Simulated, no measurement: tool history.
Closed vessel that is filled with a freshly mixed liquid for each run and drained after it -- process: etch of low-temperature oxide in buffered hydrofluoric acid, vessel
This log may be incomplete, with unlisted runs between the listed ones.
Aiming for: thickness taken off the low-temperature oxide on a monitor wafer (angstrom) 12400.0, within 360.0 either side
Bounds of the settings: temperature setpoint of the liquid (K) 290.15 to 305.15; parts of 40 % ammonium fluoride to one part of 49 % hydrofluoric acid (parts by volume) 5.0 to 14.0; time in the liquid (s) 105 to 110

run	hour	temperature setpoint of the liquid (K)	parts of 40 % ammonium fluoride to one part of 49 % hydrofluoric acid (parts by volume)	time in the liquid (s)	thickness taken off the low-temperature oxide on a monitor wafer (angstrom)
1	0.0	297.15	8.5	105	8208.8
2	8.1	297.15	7.5	105	9334.3
3	16.0	297.15	9.5	105	7341.3
4	24.8	297.15	9.5	110	7745.9
5	30.4	298.65	9.5	110	8554.4
6	35.0	298.65	9.5	110	8485.8
7	35.9	299.65	9.5	110	8877.3
8	38.6	300.65	9.5	110	9237.2
9	42.3	301.15	9.5	110	9792.6
10	45.5	301.65	9.5	110	9836.7
11	53.6	302.15	9.5	110	10165.0
12	59.6	302.65	9.5	110	10361.0

Which one of the following 5 next-run settings gets every result inside its allowed miss? There is exactly one.
A	65.6	305.15	8.5	105	?
B	65.6	300.65	10.5	105	?
C	65.6	302.15	9.5	110	?
D	65.6	303.65	9.5	105	?
E	65.6	305.15	8.0	105	?

move	thickness taken off the low-temperature oxide on a monitor wafer (angstrom)
A	12398.0
B	8213.0
C	10089.0
D	10420.0
E	13238.0
A: every result within its allowed miss
B: further off than the last run
C: further off than the last run
D: no nearer and no further than the last run
E: carries the result that was furthest off beyond its target, to the other side
Answer: A
